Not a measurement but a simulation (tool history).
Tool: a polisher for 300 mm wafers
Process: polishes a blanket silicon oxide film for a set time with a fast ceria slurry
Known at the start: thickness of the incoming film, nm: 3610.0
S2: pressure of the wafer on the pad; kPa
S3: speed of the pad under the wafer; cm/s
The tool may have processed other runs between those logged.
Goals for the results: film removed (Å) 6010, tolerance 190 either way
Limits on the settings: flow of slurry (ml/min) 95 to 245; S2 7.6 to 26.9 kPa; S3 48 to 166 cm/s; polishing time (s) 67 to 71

run 1 hour=0 | flow_of_slurry_(ml/min)=155 S2=17.2 S3=106 polishing_time_(s)=67 | film_removed_(Å)=11550
run 2 hour=6 | flow_of_slurry_(ml/min)=150 S2=14.5 S3=104 polishing_time_(s)=67 | film_removed_(Å)=9517.2
run 3 hour=9.8 | flow_of_slurry_(ml/min)=150 S2=14.5 S3=104 polishing_time_(s)=71 | film_removed_(Å)=10165
run 4 hour=17.2 | flow_of_slurry_(ml/min)=150 S2=16.5 S3=104 polishing_time_(s)=71 | film_removed_(Å)=11289
run 5 hour=21.7 | flow_of_slurry_(ml/min)=140 S2=13.8 S3=102 polishing_time_(s)=71 | film_removed_(Å)=9336
run 6 hour=23.7 | flow_of_slurry_(ml/min)=140 S2=13.8 S3=112 polishing_time_(s)=71 | film_removed_(Å)=10261
run 7 hour=32.5 | flow_of_slurry_(ml/min)=125 S2=9 S3=92 polishing_time_(s)=71 | film_removed_(Å)=5480.5
run 8 hour=37.4 | flow_of_slurry_(ml/min)=125 S2=9 S3=92 polishing_time_(s)=71 | film_removed_(Å)=5609.3
run 9 hour=42.9 | flow_of_slurry_(ml/min)=130 S2=9 S3=92 polishing_time_(s)=71 | film_removed_(Å)=5616.8
run 10 hour=47 | flow_of_slurry_(ml/min)=145 S2=10.3 S3=92 polishing_time_(s)=71 | film_removed_(Å)=6385.6
run 11 hour=54 | flow_of_slurry_(ml/min)=140 S2=10.3 S3=92 polishing_time_(s)=71 | film_removed_(Å)=6505.5
run 12 hour=55.1 | flow_of_slurry_(ml/min)=135 S2=10.3 S3=92 polishing_time_(s)=71 | film_removed_(Å)=6305
run 13 hour=56.3 | flow_of_slurry_(ml/min)=130 S2=10.3 S3=92 polishing_time_(s)=71 | film_removed_(Å)=6405.3

Pick the move, out of 4, that brings all results within their allowed miss; only one does.
run A hour=57.5 | flow_of_slurry_(ml/min)=115 S2=11 S3=100 polishing_time_(s)=67 | film_removed_(Å)=?
run B hour=57.5 | flow_of_slurry_(ml/min)=135 S2=9 S3=112 polishing_time_(s)=68 | film_removed_(Å)=?
run C hour=57.5 | flow_of_slurry_(ml/min)=125 S2=13.8 S3=72 polishing_time_(s)=71 | film_removed_(Å)=?
run D hour=57.5 | flow_of_slurry_(ml/min)=95 S2=15.2 S3=66 polishing_time_(s)=67 | film_removed_(Å)=?

move=A film_removed_(Å)=6834.1
move=B film_removed_(Å)=6496.1
move=C film_removed_(Å)=6612.3
move=D film_removed_(Å)=6057.9
A: moves away from the targets compared with the last run
B: moves away from the targets compared with the last run
C: moves away from the targets compared with the last run
D: all results in spec
Move D is the one to make.
